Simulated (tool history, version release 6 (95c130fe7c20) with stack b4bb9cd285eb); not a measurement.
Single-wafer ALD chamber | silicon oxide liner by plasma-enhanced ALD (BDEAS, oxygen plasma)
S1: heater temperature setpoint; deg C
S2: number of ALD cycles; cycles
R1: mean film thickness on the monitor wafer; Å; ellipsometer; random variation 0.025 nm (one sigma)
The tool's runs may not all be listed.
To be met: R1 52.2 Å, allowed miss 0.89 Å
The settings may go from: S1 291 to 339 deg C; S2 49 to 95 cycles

{"run": 1, "hour": 0.0, "S1": 315, "S2": 72, "R1": 71.104}
{"run": 2, "hour": 0.7, "S1": 316, "S2": 68, "R1": 67.126}
{"run": 3, "hour": 4.9, "S1": 317, "S2": 64, "R1": 63.045}
{"run": 4, "hour": 9.9, "S1": 317, "S2": 74, "R1": 72.654}
{"run": 5, "hour": 11.5, "S1": 319, "S2": 69, "R1": 67.775}
{"run": 6, "hour": 13.7, "S1": 319, "S2": 74, "R1": 72.899}
{"run": 7, "hour": 15.9, "S1": 319, "S2": 69, "R1": 67.559}
{"run": 8, "hour": 19.1, "S1": 320, "S2": 65, "R1": 63.351}
{"run": 9, "hour": 26.8, "S1": 322, "S2": 63, "R1": 61.845}
{"run": 10, "hour": 28.6, "S1": 322, "S2": 61, "R1": 58.996}
{"run": 11, "hour": 34.0, "S1": 322, "S2": 61, "R1": 59.28}
{"run": 12, "hour": 38.3, "S1": 324, "S2": 51, "R1": 49.687}

4 next moves are on the table. One of them brings every result within its allowed miss. Which?
{"run": "A", "hour": 42.6, "S1": 323, "S2": 56, "R1": "?"}
{"run": "B", "hour": 42.6, "S1": 335, "S2": 54, "R1": "?"}
{"run": "C", "hour": 42.6, "S1": 314, "S2": 56, "R1": "?"}
{"run": "D", "hour": 42.6, "S1": 327, "S2": 57, "R1": "?"}

move=A R1=54.61
move=B R1=51.82
move=C R1=55.263
move=D R1=55.29
A: takes the result that was furthest off past its target
B: meets every target
C: takes the result that was furthest off past its target
D: takes the result that was furthest off past its target
Move B is the one to make.

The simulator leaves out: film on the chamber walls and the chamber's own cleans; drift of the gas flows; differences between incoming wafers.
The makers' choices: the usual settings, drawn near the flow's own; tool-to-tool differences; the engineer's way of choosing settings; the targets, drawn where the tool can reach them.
